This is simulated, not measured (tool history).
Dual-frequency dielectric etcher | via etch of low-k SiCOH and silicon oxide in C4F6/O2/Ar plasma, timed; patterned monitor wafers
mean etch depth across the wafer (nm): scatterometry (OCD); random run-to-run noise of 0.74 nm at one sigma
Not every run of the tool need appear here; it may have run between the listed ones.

| run | hour | source power (kW) | bias power (kW) | etch time (s) | mean etch depth across the wafer (nm) |
|---|---|---|---|---|---|
| 1 | 0 | 0.43 | 0.163 | 43 | 113.28 |
| 2 | 5.8 | 0.43 | 0.178 | 43 | 116.78 |
| 3 | 6.9 | 0.47 | 0.181 | 43 | 122.38 |
| 4 | 14.7 | 0.5 | 0.183 | 43 | 127.05 |
| 5 | 16.8 | 0.5 | 0.171 | 43 | 124.53 |
| 6 | 25.4 | 0.52 | 0.172 | 43 | 127.17 |

What will run 7 give?
| 7 | 29.7 | 0.54 | 0.173 | 43 | ? |

mean etch depth across the wafer (nm): 129.13
